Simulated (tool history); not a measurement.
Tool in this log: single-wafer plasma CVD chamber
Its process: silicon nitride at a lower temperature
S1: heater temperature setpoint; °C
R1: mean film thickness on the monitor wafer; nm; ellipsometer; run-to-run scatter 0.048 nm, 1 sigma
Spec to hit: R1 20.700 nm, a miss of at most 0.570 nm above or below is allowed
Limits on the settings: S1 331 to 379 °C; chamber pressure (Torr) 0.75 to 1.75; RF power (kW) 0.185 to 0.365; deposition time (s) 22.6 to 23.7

{"run": 1, "day": 0.0, "S1": 355, "chamber pressure (Torr)": 1.25, "RF power (kW)": 0.275, "deposition time (s)": 23.7, "R1": 23.518}
{"run": 2, "day": 0.2, "S1": 355, "chamber pressure (Torr)": 1.18, "RF power (kW)": 0.27, "deposition time (s)": 23.7, "R1": 22.921}
{"run": 3, "day": 0.308, "S1": 355, "chamber pressure (Torr)": 1.18, "RF power (kW)": 0.27, "deposition time (s)": 22.6, "R1": 21.788}
{"run": 4, "day": 0.608, "S1": 364, "chamber pressure (Torr)": 1.18, "RF power (kW)": 0.27, "deposition time (s)": 22.6, "R1": 21.789}
{"run": 5, "day": 0.7, "S1": 374, "chamber pressure (Torr)": 1.18, "RF power (kW)": 0.27, "deposition time (s)": 22.6, "R1": 21.611}
{"run": 6, "day": 0.821, "S1": 374, "chamber pressure (Torr)": 1.15, "RF power (kW)": 0.27, "deposition time (s)": 22.6, "R1": 21.536}
{"run": 7, "day": 1.0, "S1": 374, "chamber pressure (Torr)": 1.13, "RF power (kW)": 0.27, "deposition time (s)": 22.6, "R1": 21.393}
{"run": 8, "day": 1.096, "S1": 374, "chamber pressure (Torr)": 1.11, "RF power (kW)": 0.27, "deposition time (s)": 22.6, "R1": 21.283}

Which one of the following 4 next-run settings gets every result inside its allowed miss? There is exactly one.
{"run": "A", "day": 1.192, "S1": 356, "chamber pressure (Torr)": 0.87, "RF power (kW)": 0.255, "deposition time (s)": 23.7, "R1": "?"}
{"run": "B", "day": 1.192, "S1": 376, "chamber pressure (Torr)": 1.11, "RF power (kW)": 0.265, "deposition time (s)": 23.7, "R1": "?"}
{"run": "C", "day": 1.192, "S1": 375, "chamber pressure (Torr)": 1.18, "RF power (kW)": 0.265, "deposition time (s)": 22.9, "R1": "?"}
{"run": "D", "day": 1.192, "S1": 379, "chamber pressure (Torr)": 0.95, "RF power (kW)": 0.3, "deposition time (s)": 23.7, "R1": "?"}

move=A R1=20.525
move=B R1=22.141
move=C R1=21.742
move=D R1=22.731
A: every result within its allowed miss
B: the biggest miss grows against the last run
C: the biggest miss grows against the last run
D: the biggest miss grows against the last run
Correct choice: A, which meets every target
